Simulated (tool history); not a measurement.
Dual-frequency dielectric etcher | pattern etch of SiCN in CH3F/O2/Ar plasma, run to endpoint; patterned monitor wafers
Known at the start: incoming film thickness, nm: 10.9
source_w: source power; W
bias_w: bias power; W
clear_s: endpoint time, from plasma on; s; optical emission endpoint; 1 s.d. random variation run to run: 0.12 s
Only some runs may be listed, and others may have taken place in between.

run  hour  source_w  bias_w  clear_s
  1   0.0       440      92   23.366
  2   2.8       420      91   23.699
  3   7.4       450      91   22.975
  4  14.9       450     107   22.205
  5  16.5       420     105   22.833
  6  21.7       400     103   23.219
  7  22.4       380     100   24.097
  8  29.1       360      99   24.619
  9  34.8       350      99   24.537

What will run 10 give?
 10  43.0       340      98        ?

Run 10 measured clear_s 25.087 s.
